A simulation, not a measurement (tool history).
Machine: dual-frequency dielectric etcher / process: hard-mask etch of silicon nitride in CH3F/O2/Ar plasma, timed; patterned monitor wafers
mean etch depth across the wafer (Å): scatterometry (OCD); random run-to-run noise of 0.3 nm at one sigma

run,hour,source power (kW),bias power (kW),etch time (s),mean etch depth across the wafer (Å)
1,0.0,0.300,0.065,164.0,921.09
2,5.7,0.260,0.065,164.0,865.76
3,11.8,0.260,0.076,164.0,909.80
4,12.9,0.220,0.076,164.0,843.37
5,18.4,0.220,0.076,164.0,844.21
6,19.6,0.250,0.076,164.0,895.42
7,26.8,0.270,0.077,164.0,929.32
# hour 27.8: source power generator calibrated
8,27.8,0.290,0.077,164.0,941.91
9,35.7,0.310,0.078,164.0,976.75
10,42.7,0.320,0.078,164.0,988.78

Run 11 has not been measured yet. What should we expect?
11,45.5,0.330,0.078,164.0,?

mean etch depth across the wafer (Å): 1001.80

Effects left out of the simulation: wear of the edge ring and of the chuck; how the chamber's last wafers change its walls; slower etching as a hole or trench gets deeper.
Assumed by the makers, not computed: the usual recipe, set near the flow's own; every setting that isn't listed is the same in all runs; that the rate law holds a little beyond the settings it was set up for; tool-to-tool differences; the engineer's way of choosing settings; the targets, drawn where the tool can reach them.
